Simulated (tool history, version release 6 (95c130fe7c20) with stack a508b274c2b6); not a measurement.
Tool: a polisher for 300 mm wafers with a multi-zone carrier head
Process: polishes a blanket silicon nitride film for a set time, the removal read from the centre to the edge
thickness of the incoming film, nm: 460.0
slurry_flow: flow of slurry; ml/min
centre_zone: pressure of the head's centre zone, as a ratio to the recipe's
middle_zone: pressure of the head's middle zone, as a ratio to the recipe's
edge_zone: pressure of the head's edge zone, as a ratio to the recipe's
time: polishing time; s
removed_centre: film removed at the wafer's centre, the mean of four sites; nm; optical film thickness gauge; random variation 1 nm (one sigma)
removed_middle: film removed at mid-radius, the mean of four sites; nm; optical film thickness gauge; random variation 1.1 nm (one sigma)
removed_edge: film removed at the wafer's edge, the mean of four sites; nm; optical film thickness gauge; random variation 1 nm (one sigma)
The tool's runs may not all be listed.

run	hour	slurry_flow	centre_zone	middle_zone	edge_zone	time	removed_centre	removed_middle	removed_edge
1	0.0	150	1.00	1.00	1.00	61	105.570	108.760	110.390
2	5.3	150	1.00	1.00	1.00	74	128.840	132.420	132.840
3	9.3	145	1.02	0.96	0.96	67	118.700	116.480	116.990
4	14.7	140	1.03	0.92	0.95	62	108.870	103.200	107.090
5	17.0	135	1.04	0.89	0.93	59	103.700	95.749	101.690
6	24.4	130	1.05	0.87	0.91	57	100.770	88.440	93.832
7	32.2	120	1.05	0.86	0.90	57	99.289	87.558	91.845

The next listed run, before its measurement:
8	37.3	115	1.05	0.85	0.90	57	?	?	?

{"run 8": {"removed_centre": 98.707, "removed_middle": 83.576, "removed_edge": 94.092}}
